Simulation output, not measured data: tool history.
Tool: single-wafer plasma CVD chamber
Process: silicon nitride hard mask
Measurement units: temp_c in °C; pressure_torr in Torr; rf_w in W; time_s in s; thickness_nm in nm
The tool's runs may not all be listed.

run 1 hour=0 | temp_c=410 pressure_torr=1.95 rf_w=255 time_s=36.4 | thickness_nm=37.521
run 2 hour=8.8 | temp_c=406 pressure_torr=1.95 rf_w=255 time_s=36.4 | thickness_nm=37.435
run 3 hour=13.3 | temp_c=406 pressure_torr=2.3 rf_w=255 time_s=36.4 | thickness_nm=39.54
run 4 hour=21.8 | temp_c=406 pressure_torr=2.11 rf_w=240 time_s=36.3 | thickness_nm=37.007
run 5 hour=25.7 | temp_c=411 pressure_torr=2.11 rf_w=240 time_s=36.3 | thickness_nm=36.686
run 6 hour=27.4 | temp_c=411 pressure_torr=2.11 rf_w=240 time_s=36.4 | thickness_nm=36.929
run 7 hour=31.7 | temp_c=411 pressure_torr=1.95 rf_w=225 time_s=36.3 | thickness_nm=34.377
run 8 hour=39.4 | temp_c=411 pressure_torr=1.81 rf_w=215 time_s=36.2 | thickness_nm=32.54
run 9 hour=42.6 | temp_c=411 pressure_torr=1.69 rf_w=210 time_s=36.2 | thickness_nm=31.178
run 10 hour=46.5 | temp_c=411 pressure_torr=1.59 rf_w=205 time_s=36.2 | thickness_nm=29.995
run 11 hour=47.3 | temp_c=411 pressure_torr=1.51 rf_w=205 time_s=36.2 | thickness_nm=29.353
run 12 hour=52 | temp_c=411 pressure_torr=1.18 rf_w=200 time_s=36.2 | thickness_nm=25.959
run 13 hour=54.7 | temp_c=411 pressure_torr=1.22 rf_w=200 time_s=36.2 | thickness_nm=26.425
run 14 hour=60.4 | temp_c=411 pressure_torr=1.25 rf_w=200 time_s=36.2 | thickness_nm=26.702
run 15 hour=67.3 | temp_c=411 pressure_torr=1.45 rf_w=205 time_s=36.2 | thickness_nm=28.904
run 16 hour=71.6 | temp_c=411 pressure_torr=1.42 rf_w=205 time_s=36.2 | thickness_nm=28.669
run 17 hour=80.3 | temp_c=411 pressure_torr=1.39 rf_w=205 time_s=36.2 | thickness_nm=28.42
run 18 hour=83.5 | temp_c=411 pressure_torr=1.39 rf_w=205 time_s=36.2 | thickness_nm=28.418

Run 19 has not been measured yet. What should we expect?
run 19 hour=86.9 | temp_c=411 pressure_torr=1.21 rf_w=200 time_s=36.2 | thickness_nm=?

thickness_nm: 26.249 nm

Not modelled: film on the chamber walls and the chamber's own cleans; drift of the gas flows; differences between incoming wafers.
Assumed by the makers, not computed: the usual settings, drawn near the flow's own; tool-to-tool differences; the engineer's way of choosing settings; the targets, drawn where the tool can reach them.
